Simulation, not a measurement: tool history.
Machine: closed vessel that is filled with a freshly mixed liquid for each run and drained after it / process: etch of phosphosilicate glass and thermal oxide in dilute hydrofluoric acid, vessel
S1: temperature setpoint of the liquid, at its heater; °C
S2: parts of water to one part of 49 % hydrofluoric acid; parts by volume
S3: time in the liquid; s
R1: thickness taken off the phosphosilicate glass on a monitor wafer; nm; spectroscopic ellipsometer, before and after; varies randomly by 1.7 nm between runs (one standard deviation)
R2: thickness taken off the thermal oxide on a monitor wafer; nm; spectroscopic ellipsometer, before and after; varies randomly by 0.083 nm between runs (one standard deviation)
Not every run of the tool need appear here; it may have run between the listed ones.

run,hour,S1,S2,S3,R1,R2
1,0,22,85,60,119.54,3.2296
2,6.6,24.5,85,60,131.48,3.5294
3,15.5,26,75,60,158.39,4.3489
4,22.3,27,70,60,181.01,4.7724
5,24.5,27.5,65,60,199.73,5.3229
6,30.3,28,60,60,219.83,5.9987
7,37.2,28.5,60,60,223.51,6.1677
8,42.9,30,50,60,290.64,7.9679

Forecast run 9:
9,50.6,29.5,50,60,?,?

Run 9 produced R1 285.53 nm, R2 7.807 nm.
